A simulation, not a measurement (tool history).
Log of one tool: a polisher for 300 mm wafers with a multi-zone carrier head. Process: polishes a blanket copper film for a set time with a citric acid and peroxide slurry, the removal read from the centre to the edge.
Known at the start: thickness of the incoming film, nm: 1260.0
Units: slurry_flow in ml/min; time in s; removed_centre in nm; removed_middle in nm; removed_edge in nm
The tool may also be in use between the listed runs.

run,hour,slurry_flow,centre_zone,middle_zone,edge_zone,slurry_solids,time,removed_centre,removed_middle,removed_edge
1,0.0,165,1.00,1.00,1.00,1.00,36,46.646,44.650,47.847
2,7.7,160,1.02,1.05,0.94,0.85,34,42.386,42.968,41.078
3,16.7,150,1.03,1.06,0.90,0.80,34,40.687,40.988,39.154
4,22.0,150,1.03,1.06,0.90,0.80,27,32.184,33.599,31.199
5,24.6,150,1.11,1.06,0.90,0.80,27,35.139,32.389,31.228
6,28.8,110,1.11,1.06,0.90,0.80,27,30.183,29.244,28.972
7,37.0,140,1.09,1.09,0.90,0.80,27,32.825,32.540,31.121

Run 8 comes next. What will it give?
8,42.7,165,1.07,1.11,0.87,0.80,27,?,?,?

Run 8 gave removed_centre 34.263 nm, removed_middle 35.523 nm, removed_edge 31.106 nm.
